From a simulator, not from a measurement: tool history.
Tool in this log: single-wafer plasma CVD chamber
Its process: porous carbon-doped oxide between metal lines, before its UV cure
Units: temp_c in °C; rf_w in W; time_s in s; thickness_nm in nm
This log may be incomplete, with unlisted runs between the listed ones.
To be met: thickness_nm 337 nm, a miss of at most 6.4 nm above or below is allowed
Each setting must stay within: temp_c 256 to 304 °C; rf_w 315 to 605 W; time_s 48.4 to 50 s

{"run": 1, "hour": 0.0, "temp_c": 280, "rf_w": 460, "time_s": 48.4, "thickness_nm": 261.03}
{"run": 2, "hour": 7.5, "temp_c": 276, "rf_w": 475, "time_s": 48.5, "thickness_nm": 274.31}
{"run": 3, "hour": 9.1, "temp_c": 283, "rf_w": 475, "time_s": 48.5, "thickness_nm": 263.31}
{"run": 4, "hour": 15.6, "temp_c": 283, "rf_w": 410, "time_s": 48.5, "thickness_nm": 226.52}
{"run": 5, "hour": 22.5, "temp_c": 292, "rf_w": 410, "time_s": 48.5, "thickness_nm": 215.98}
{"run": 6, "hour": 28.0, "temp_c": 286, "rf_w": 435, "time_s": 48.6, "thickness_nm": 239.48}
{"run": 7, "hour": 29.3, "temp_c": 281, "rf_w": 455, "time_s": 48.7, "thickness_nm": 259.37}
{"run": 8, "hour": 36.7, "temp_c": 269, "rf_w": 515, "time_s": 48.9, "thickness_nm": 310.58}
{"run": 9, "hour": 38.6, "temp_c": 267, "rf_w": 515, "time_s": 48.9, "thickness_nm": 312.92}
{"run": 10, "hour": 45.4, "temp_c": 265, "rf_w": 520, "time_s": 48.9, "thickness_nm": 319.86}
{"run": 11, "hour": 47.5, "temp_c": 264, "rf_w": 520, "time_s": 48.9, "thickness_nm": 323.89}
{"run": 12, "hour": 52.9, "temp_c": 263, "rf_w": 520, "time_s": 48.9, "thickness_nm": 323.64}
{"run": 13, "hour": 54.4, "temp_c": 262, "rf_w": 520, "time_s": 48.9, "thickness_nm": 327.8}

Which single option among these 4 for the next run brings every result within its allowed miss of target? Just one does.
{"run": "A", "hour": 55.9, "temp_c": 262, "rf_w": 510, "time_s": 48.4, "thickness_nm": "?"}
{"run": "B", "hour": 55.9, "temp_c": 268, "rf_w": 565, "time_s": 49.2, "thickness_nm": "?"}
{"run": "C", "hour": 55.9, "temp_c": 261, "rf_w": 510, "time_s": 48.7, "thickness_nm": "?"}
{"run": "D", "hour": 55.9, "temp_c": 260, "rf_w": 500, "time_s": 49.3, "thickness_nm": "?"}

move=A thickness_nm=314.13
move=B thickness_nm=334.82
move=C thickness_nm=317.98
move=D thickness_nm=318.42
A: its largest miss is bigger than the last run's
B: all results land within tolerance of their targets
C: its largest miss is bigger than the last run's
D: its largest miss is bigger than the last run's
Correct choice: B, which meets every target
